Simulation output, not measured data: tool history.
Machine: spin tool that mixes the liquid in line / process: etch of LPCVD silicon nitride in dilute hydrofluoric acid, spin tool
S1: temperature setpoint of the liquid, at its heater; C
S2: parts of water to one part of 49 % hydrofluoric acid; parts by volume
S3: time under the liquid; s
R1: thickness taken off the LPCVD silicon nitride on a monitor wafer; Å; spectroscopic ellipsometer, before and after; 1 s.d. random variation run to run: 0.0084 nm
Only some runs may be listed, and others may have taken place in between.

| run | hour | S1 | S2 | S3 | R1 |
|---|---|---|---|---|---|
| 1 | 0.0 | 20.0 | 40 | 90 | 9.3906 |
| 2 | 5.3 | 23.0 | 40 | 90 | 11.5140 |
| 3 | 8.0 | 21.0 | 40 | 90 | 10.2330 |
| 4 | 8.7 | 21.0 | 40 | 70 | 7.7495 |
| 5 | 9.4 | 18.5 | 40 | 70 | 6.5761 |
| 6 | 18.2 | 18.0 | 45 | 70 | 5.8791 |
| 7 | 19.7 | 17.5 | 50 | 70 | 5.0310 |

Run 8 is up next; what results do you expect?
| 8 | 21.4 | 17.0 | 50 | 70 | ? |

Logged for run 8: R1 4.8416 Å.
